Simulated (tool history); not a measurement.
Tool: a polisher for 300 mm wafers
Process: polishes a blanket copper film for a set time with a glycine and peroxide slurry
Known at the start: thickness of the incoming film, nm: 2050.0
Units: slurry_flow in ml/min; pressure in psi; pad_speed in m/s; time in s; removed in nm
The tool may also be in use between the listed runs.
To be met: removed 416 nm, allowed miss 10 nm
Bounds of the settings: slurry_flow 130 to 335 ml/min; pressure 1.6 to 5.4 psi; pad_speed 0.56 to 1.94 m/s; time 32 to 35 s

run	day	slurry_flow	pressure	pad_speed	time	removed
1	0	215	3.5	1.24	35	262.09
2	0.104	160	3.5	1.24	35	252.48
3	0.475	130	3.5	1.24	35	239.77
4	0.562	150	3.7	1.24	35	256.8
5	0.725	165	3.9	1.24	35	270.28
6	0.788	180	4.1	1.24	35	283.85
7	0.912	190	4.3	1.26	35	299.43
8	1.062	200	4.4	1.28	35	312.9
9	1.388	210	4.5	1.28	35	317.36
10	1.579	215	4.6	1.3	35	325.34
11	1.846	220	4.7	1.32	35	337.2
12	1.933	225	4.8	1.34	35	353.24
13	2.292	225	4.8	1.34	35	356.37
14	2.358	230	4.9	1.34	35	359.09
15	2.612	235	5	1.34	35	364.9
16	2.808	235	5.1	1.36	35	371.87
17	3.138	240	5.1	1.36	35	369.56
18	3.212	240	5.1	1.38	35	381.9
19	3.533	245	5.3	1.4	35	399.81

5 next moves are on the table. One of them brings every result within its allowed miss. Which?
A	3.854	250	4.8	1.6	32	?
B	3.854	275	5.4	1.28	35	?
C	3.854	240	5.4	1.44	35	?
D	3.854	245	5.4	1.4	33	?
E	3.854	210	5	1.54	32	?

move	removed
A	380.72
B	373.58
C	410
D	377.58
E	370.37
A: further off than the last run
B: further off than the last run
C: meets every target
D: further off than the last run
E: further off than the last run
Move C is the one to make.
